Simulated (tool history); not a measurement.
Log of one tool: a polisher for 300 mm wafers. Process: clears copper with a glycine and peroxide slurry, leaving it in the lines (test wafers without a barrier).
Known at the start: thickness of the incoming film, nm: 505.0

run	day	flow of slurry (ml/min)	pressure of the wafer on the pad (psi)	speed of the pad under the wafer (cm/s)	overpolish time after the end point (s)	time until the end point was called (s)	dishing of a wide line in a test structure (Å)
1	0.000	165	2.7	122	16	81.543	754.89
2	0.238	145	2.7	122	16	82.393	738.22
3	0.479	115	2.7	122	16	85.894	713.96
4	0.779	115	2.7	150	16	71.930	791.54
5	1.012	130	2.7	150	16	69.181	809.57
6	1.254	130	2.7	150	20	69.959	958.11

Forecast run 7:
7	1.600	135	2.8	152	19	?	?

{"run 7": {"time until the end point was called (s)": 67.915, "dishing of a wide line in a test structure (Å)": 945.56}}

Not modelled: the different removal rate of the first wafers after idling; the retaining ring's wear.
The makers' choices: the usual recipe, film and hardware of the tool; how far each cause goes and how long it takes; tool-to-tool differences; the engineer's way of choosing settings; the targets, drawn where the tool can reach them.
